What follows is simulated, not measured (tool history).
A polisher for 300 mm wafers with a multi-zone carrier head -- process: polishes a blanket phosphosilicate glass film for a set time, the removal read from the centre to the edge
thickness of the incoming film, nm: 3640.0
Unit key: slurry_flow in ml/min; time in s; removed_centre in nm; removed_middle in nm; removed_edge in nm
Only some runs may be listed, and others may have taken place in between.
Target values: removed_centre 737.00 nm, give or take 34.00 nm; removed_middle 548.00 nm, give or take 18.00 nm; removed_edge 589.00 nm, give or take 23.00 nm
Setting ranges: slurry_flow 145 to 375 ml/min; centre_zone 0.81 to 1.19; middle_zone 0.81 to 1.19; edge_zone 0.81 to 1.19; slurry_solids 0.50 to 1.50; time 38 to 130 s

| run | day | slurry_flow | centre_zone | middle_zone | edge_zone | slurry_solids | time | removed_centre | removed_middle | removed_edge |
|---|---|---|---|---|---|---|---|---|---|---|
| 1 | 0.000 | 240 | 1.00 | 1.00 | 1.00 | 1.00 | 84 | 733.50 | 726.57 | 774.74 |
| 2 | 0.100 | 240 | 1.03 | 0.98 | 0.97 | 0.95 | 84 | 732.24 | 708.53 | 729.14 |
| 3 | 0.475 | 240 | 1.03 | 0.98 | 0.97 | 0.95 | 94 | 814.06 | 775.37 | 817.23 |
| 4 | 0.567 | 235 | 1.06 | 0.95 | 0.96 | 0.85 | 94 | 761.52 | 692.90 | 736.82 |
| 5 | 0.900 | 275 | 1.06 | 0.95 | 0.96 | 0.85 | 94 | 807.62 | 722.85 | 756.41 |
| 6 | 1.242 | 275 | 1.06 | 0.92 | 0.96 | 0.85 | 94 | 809.57 | 703.97 | 751.67 |
|  | 1.446 | slurry nozzle cleaned |
| 7 | 1.446 | 260 | 1.08 | 0.90 | 0.94 | 0.85 | 94 | 865.31 | 717.11 | 783.05 |
| 8 | 1.767 | 265 | 1.10 | 0.90 | 0.94 | 0.80 | 94 | 834.67 | 696.41 | 733.49 |
| 9 | 1.883 | 265 | 1.10 | 0.90 | 0.94 | 0.80 | 94 | 837.73 | 691.80 | 743.87 |
| 10 | 2.154 | 270 | 1.11 | 0.89 | 0.94 | 0.75 | 93 | 796.58 | 636.89 | 701.35 |
| 11 | 2.279 | 275 | 1.12 | 0.89 | 0.93 | 0.70 | 93 | 764.23 | 595.59 | 649.82 |
| 12 | 2.512 | 275 | 1.13 | 0.89 | 0.92 | 0.70 | 93 | 759.67 | 605.18 | 637.42 |

Below are 5 possible settings for the next run. Only one of them brings all results inside the allowed miss of their targets. Which is it?
| A | 2.746 | 285 | 1.17 | 1.08 | 0.89 | 0.60 | 104 | ? | ? | ? |
| B | 2.746 | 290 | 1.19 | 1.01 | 0.83 | 0.70 | 95 | ? | ? | ? |
| C | 2.746 | 280 | 1.18 | 0.87 | 0.87 | 0.60 | 102 | ? | ? | ? |
| D | 2.746 | 245 | 1.02 | 1.06 | 0.88 | 0.75 | 86 | ? | ? | ? |
| E | 2.746 | 255 | 1.01 | 0.81 | 0.89 | 0.85 | 84 | ? | ? | ? |

| move | removed_centre | removed_middle | removed_edge |
|---|---|---|---|
| A | 753.77 | 679.84 | 616.42 |
| B | 823.72 | 690.11 | 642.28 |
| C | 742.92 | 554.93 | 599.12 |
| D | 664.71 | 679.46 | 625.10 |
| E | 713.33 | 589.22 | 683.27 |
A: the biggest miss grows against the last run
B: the biggest miss grows against the last run
C: in spec on every target
D: the biggest miss grows against the last run
E: the biggest miss grows against the last run
Correct choice: C, which meets every target

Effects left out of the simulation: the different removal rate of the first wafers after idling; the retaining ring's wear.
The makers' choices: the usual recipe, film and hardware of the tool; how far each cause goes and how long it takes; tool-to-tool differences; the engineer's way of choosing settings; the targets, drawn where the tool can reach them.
